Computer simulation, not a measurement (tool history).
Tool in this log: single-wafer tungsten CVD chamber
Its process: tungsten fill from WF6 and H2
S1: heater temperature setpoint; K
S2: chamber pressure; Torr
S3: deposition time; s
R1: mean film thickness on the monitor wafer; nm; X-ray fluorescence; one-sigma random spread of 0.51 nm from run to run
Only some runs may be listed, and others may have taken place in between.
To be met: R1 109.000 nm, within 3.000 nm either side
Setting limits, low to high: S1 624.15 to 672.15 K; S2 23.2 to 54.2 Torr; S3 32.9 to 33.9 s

Run 1, hour 0.0: S1 648.15 K, S2 38.7 Torr, S3 32.9 s. Result: R1 72.359 nm.
Run 2, hour 8.4: S1 653.15 K, S2 39.0 Torr, S3 32.9 s. Result: R1 80.853 nm.
Run 3, hour 12.8: S1 657.15 K, S2 39.2 Torr, S3 32.9 s. Result: R1 86.261 nm.
Run 4, hour 19.0: S1 657.15 K, S2 39.2 Torr, S3 33.9 s. Result: R1 88.394 nm.
Run 5, hour 24.6: S1 660.15 K, S2 39.4 Torr, S3 33.9 s. Result: R1 94.006 nm.
Run 6, hour 26.2: S1 662.15 K, S2 39.5 Torr, S3 33.9 s. Result: R1 97.480 nm.
Run 7, hour 32.3: S1 664.15 K, S2 39.6 Torr, S3 33.9 s. Result: R1 100.960 nm.
Run 8, hour 36.7: S1 665.15 K, S2 39.7 Torr, S3 33.9 s. Result: R1 102.340 nm.
Run 9, hour 43.4: S1 666.15 K, S2 39.8 Torr, S3 33.9 s. Result: R1 104.740 nm.

5 candidate next runs follow, results not yet known. Just one meets every target within its allowed miss. Identify it.
Run A, hour 50.1: S1 662.15 K, S2 42.0 Torr, S3 33.9 s. Result: R1 ?.
Run B, hour 50.1: S1 662.15 K, S2 42.8 Torr, S3 32.9 s. Result: R1 ?.
Run C, hour 50.1: S1 666.15 K, S2 39.4 Torr, S3 32.9 s. Result: R1 ?.
Run D, hour 50.1: S1 664.15 K, S2 39.7 Torr, S3 33.5 s. Result: R1 ?.
Run E, hour 50.1: S1 672.15 K, S2 35.9 Torr, S3 33.4 s. Result: R1 ?.

move       R1
   A  100.570
   B   98.485
   C  101.320
   D  100.090
   E  108.560
A: moves away from the targets compared with the last run
B: moves away from the targets compared with the last run
C: moves away from the targets compared with the last run
D: moves away from the targets compared with the last run
E: all results in spec
The right move is E.
